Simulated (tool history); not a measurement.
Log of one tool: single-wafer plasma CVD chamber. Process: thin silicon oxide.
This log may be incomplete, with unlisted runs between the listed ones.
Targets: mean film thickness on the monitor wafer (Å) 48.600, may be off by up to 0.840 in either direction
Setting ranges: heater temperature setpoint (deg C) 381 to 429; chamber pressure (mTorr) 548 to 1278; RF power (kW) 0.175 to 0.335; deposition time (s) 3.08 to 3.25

run,day,heater temperature setpoint (deg C),chamber pressure (mTorr),RF power (kW),deposition time (s),mean film thickness on the monitor wafer (Å)
1,0.000,405,913,0.255,3.25,56.334
2,0.138,405,896,0.255,3.25,55.412
3,0.312,405,881,0.255,3.25,54.095
4,0.579,405,881,0.255,3.08,51.514
5,0.846,405,875,0.255,3.08,51.101
6,1.204,405,875,0.255,3.08,51.099
7,1.483,405,870,0.255,3.08,50.586
8,1.529,405,866,0.255,3.08,50.585
9,1.779,405,862,0.255,3.08,50.000

Of the 4 settings listed for the next run, only one would bring every result within its allowed miss of target. Which one?
A,2.029,404,793,0.315,3.08,?
B,2.029,394,814,0.280,3.08,?
C,2.029,408,802,0.270,3.09,?
D,2.029,403,808,0.265,3.21,?

move,mean film thickness on the monitor wafer (Å)
A,51.589
B,50.439
C,48.528
D,50.456
A: lands further from the targets than the last run did
B: lands further from the targets than the last run did
C: every result within its allowed miss
D: lands further from the targets than the last run did
The move that meets every target is C.
